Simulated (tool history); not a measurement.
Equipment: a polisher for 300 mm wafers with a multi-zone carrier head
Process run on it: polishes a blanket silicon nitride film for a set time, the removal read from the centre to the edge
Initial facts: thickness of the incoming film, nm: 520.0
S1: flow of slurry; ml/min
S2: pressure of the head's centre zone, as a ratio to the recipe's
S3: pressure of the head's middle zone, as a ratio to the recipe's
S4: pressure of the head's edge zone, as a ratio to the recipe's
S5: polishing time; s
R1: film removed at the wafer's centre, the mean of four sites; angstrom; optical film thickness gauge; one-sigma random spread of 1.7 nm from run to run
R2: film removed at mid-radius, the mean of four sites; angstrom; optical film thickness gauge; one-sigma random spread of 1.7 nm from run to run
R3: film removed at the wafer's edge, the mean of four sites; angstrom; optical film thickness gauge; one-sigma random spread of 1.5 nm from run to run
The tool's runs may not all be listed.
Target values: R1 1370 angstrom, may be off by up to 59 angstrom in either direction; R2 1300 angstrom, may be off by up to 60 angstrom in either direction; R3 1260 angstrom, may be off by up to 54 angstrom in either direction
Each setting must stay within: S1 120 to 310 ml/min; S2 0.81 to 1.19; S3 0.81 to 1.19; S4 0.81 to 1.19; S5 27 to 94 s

Run 1, hour 0: S1 200 ml/min, S2 1, S3 1, S4 1, S5 60 s. Result: R1 952.12 angstrom, R2 1080.4 angstrom, R3 1075.6 angstrom.
Run 2, hour 7: S1 215 ml/min, S2 1.05, S3 1.01, S4 1.01, S5 62 s. Result: R1 1050.9 angstrom, R2 1128.9 angstrom, R3 1125.5 angstrom.
Run 3, hour 12.8: S1 215 ml/min, S2 1.05, S3 1.08, S4 1.01, S5 62 s. Result: R1 1058.6 angstrom, R2 1221.7 angstrom, R3 1099.3 angstrom.
Run 4, hour 15.3: S1 215 ml/min, S2 1.05, S3 1.08, S4 1.01, S5 49 s. Result: R1 827.35 angstrom, R2 960.32 angstrom, R3 874.56 angstrom.
Run 5, hour 21.3: S1 225 ml/min, S2 1.09, S3 1.07, S4 1.03, S5 54 s. Result: R1 960.19 angstrom, R2 1037.3 angstrom, R3 975.58 angstrom.
Run 6, hour 26.6: S1 225 ml/min, S2 1.09, S3 1.12, S4 1.03, S5 54 s. Result: R1 957.12 angstrom, R2 1098.7 angstrom, R3 966.74 angstrom.
At hour 34.6: centre zone pressure recalibrated.
Run 7, hour 34.6: S1 235 ml/min, S2 1.12, S3 1.11, S4 1.04, S5 58 s. Result: R1 1171.5 angstrom, R2 1154.3 angstrom, R3 1085.5 angstrom.
Run 8, hour 35.4: S1 280 ml/min, S2 1.13, S3 1.18, S4 1.14, S5 61 s. Result: R1 1280.4 angstrom, R2 1295.4 angstrom, R3 1187.1 angstrom.

Pick the move, out of 5, that brings all results within their allowed miss; only one does.
Run A, hour 36.2: S1 270 ml/min, S2 1.18, S3 1.15, S4 1.19, S5 63 s. Result: R1 ?, R2 ?, R3 ?.
Run B, hour 36.2: S1 275 ml/min, S2 0.97, S3 1.16, S4 1.19, S5 65 s. Result: R1 ?, R2 ?, R3 ?.
Run C, hour 36.2: S1 260 ml/min, S2 1.08, S3 1.19, S4 1.1, S5 63 s. Result: R1 ?, R2 ?, R3 ?.
Run D, hour 36.2: S1 310 ml/min, S2 1.19, S3 1.19, S4 0.93, S5 58 s. Result: R1 ?, R2 ?, R3 ?.
Run E, hour 36.2: S1 175 ml/min, S2 1.04, S3 0.95, S4 1.19, S5 73 s. Result: R1 ?, R2 ?, R3 ?.

move      R1      R2      R3
   A  1350.7  1326.4    1254
   B  1146.3  1382.2  1295.4
   C  1230.7  1359.7  1200.2
   D  1272.5  1272.4  1031.4
   E  1302.4  1256.8  1403.8
A: each result inside its tolerance
B: the biggest miss grows against the last run
C: the biggest miss grows against the last run
D: the biggest miss grows against the last run
E: the biggest miss grows against the last run
A is the move that brings every result within its allowed miss.
